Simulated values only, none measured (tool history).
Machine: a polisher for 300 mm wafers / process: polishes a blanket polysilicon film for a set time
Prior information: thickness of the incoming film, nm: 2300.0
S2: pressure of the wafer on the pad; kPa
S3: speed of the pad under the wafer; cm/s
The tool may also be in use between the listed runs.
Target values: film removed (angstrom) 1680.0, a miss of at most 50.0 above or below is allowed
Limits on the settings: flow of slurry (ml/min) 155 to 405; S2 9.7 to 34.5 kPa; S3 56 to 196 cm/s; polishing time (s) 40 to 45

run 1 hour=0.0 | flow_of_slurry_(ml/min)=260 S2=22.1 S3=126 polishing_time_(s)=45 | film_removed_(angstrom)=4391.1
run 2 hour=8.5 | flow_of_slurry_(ml/min)=260 S2=22.1 S3=100 polishing_time_(s)=45 | film_removed_(angstrom)=3501.4
run 3 hour=12.8 | flow_of_slurry_(ml/min)=260 S2=20.0 S3=96 polishing_time_(s)=45 | film_removed_(angstrom)=3022.9
run 4 hour=14.2 | flow_of_slurry_(ml/min)=300 S2=20.0 S3=96 polishing_time_(s)=45 | film_removed_(angstrom)=3121.9
run 5 hour=17.1 | flow_of_slurry_(ml/min)=270 S2=20.0 S3=96 polishing_time_(s)=45 | film_removed_(angstrom)=3099.9
run 6 hour=18.7 | flow_of_slurry_(ml/min)=270 S2=17.9 S3=94 polishing_time_(s)=45 | film_removed_(angstrom)=2810.3
run 7 hour=25.9 | flow_of_slurry_(ml/min)=270 S2=16.5 S3=90 polishing_time_(s)=45 | film_removed_(angstrom)=2508.4
run 8 hour=30.6 | flow_of_slurry_(ml/min)=270 S2=15.2 S3=88 polishing_time_(s)=45 | film_removed_(angstrom)=2262.3
run 9 hour=32.1 | flow_of_slurry_(ml/min)=265 S2=14.5 S3=88 polishing_time_(s)=45 | film_removed_(angstrom)=2171.7
run 10 hour=34.5 | flow_of_slurry_(ml/min)=260 S2=13.8 S3=88 polishing_time_(s)=45 | film_removed_(angstrom)=2095.7
run 11 hour=36.5 | flow_of_slurry_(ml/min)=260 S2=13.8 S3=88 polishing_time_(s)=45 | film_removed_(angstrom)=2066.7

Which of these 4 next moves meets every target?
run A hour=38.5 | flow_of_slurry_(ml/min)=200 S2=13.1 S3=86 polishing_time_(s)=40 | film_removed_(angstrom)=?
run B hour=38.5 | flow_of_slurry_(ml/min)=255 S2=12.4 S3=76 polishing_time_(s)=42 | film_removed_(angstrom)=?
run C hour=38.5 | flow_of_slurry_(ml/min)=265 S2=14.5 S3=104 polishing_time_(s)=45 | film_removed_(angstrom)=?
run D hour=38.5 | flow_of_slurry_(ml/min)=260 S2=14.5 S3=94 polishing_time_(s)=45 | film_removed_(angstrom)=?

move=A film_removed_(angstrom)=1719.5
move=B film_removed_(angstrom)=1588.0
move=C film_removed_(angstrom)=2604.8
move=D film_removed_(angstrom)=2358.4
A: hits every target within its allowed miss
B: takes the result that was furthest off past its target
C: further off than the last run
D: further off than the last run
The move that meets every target is A.
